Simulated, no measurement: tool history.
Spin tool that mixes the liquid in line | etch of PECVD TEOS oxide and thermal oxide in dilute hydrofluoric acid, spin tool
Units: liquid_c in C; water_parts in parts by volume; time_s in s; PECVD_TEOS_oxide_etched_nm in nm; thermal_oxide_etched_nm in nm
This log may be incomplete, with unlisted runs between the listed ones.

run	hour	liquid_c	water_parts	time_s	PECVD_TEOS_oxide_etched_nm	thermal_oxide_etched_nm
1	0	25	260	55	5.5873	0.92896
2	0.7	26.5	225	55	7.0859	1.1501
3	8.1	26.5	165	55	10.335	1.8002
4	14.1	26.5	75	55	25.637	4.2254
5	15	26	85	55	22.055	3.4702
6	20.4	26.5	90	55	20.917	3.3963
7	29.1	27	95	55	20.25	3.3782

What will run 8 give?
8	30	27	100	55	?	?

PECVD_TEOS_oxide_etched_nm: 18.965 nm
thermal_oxide_etched_nm: 3.215 nm
